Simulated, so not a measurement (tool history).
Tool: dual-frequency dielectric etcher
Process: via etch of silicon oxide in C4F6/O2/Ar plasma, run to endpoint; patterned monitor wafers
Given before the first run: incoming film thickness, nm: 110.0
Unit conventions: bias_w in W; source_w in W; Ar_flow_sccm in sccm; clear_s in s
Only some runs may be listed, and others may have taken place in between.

run 1 hour=0.0 | bias_w=410 source_w=430 Ar_flow_sccm=403 | clear_s=29.324
run 2 hour=9.0 | bias_w=380 source_w=430 Ar_flow_sccm=403 | clear_s=30.227
run 3 hour=10.0 | bias_w=380 source_w=370 Ar_flow_sccm=403 | clear_s=33.211
run 4 hour=17.4 | bias_w=380 source_w=370 Ar_flow_sccm=360 | clear_s=32.735
run 5 hour=20.5 | bias_w=380 source_w=440 Ar_flow_sccm=360 | clear_s=29.483
run 6 hour=25.2 | bias_w=415 source_w=440 Ar_flow_sccm=360 | clear_s=28.553
-- hour=34.2 source power generator calibrated
run 7 hour=34.2 | bias_w=434 source_w=440 Ar_flow_sccm=360 | clear_s=27.531
run 8 hour=37.6 | bias_w=445 source_w=440 Ar_flow_sccm=360 | clear_s=27.034

For run 9, what comes out?
run 9 hour=46.4 | bias_w=454 source_w=440 Ar_flow_sccm=360 | clear_s=?

Logged for run 9: clear_s 26.848 s.
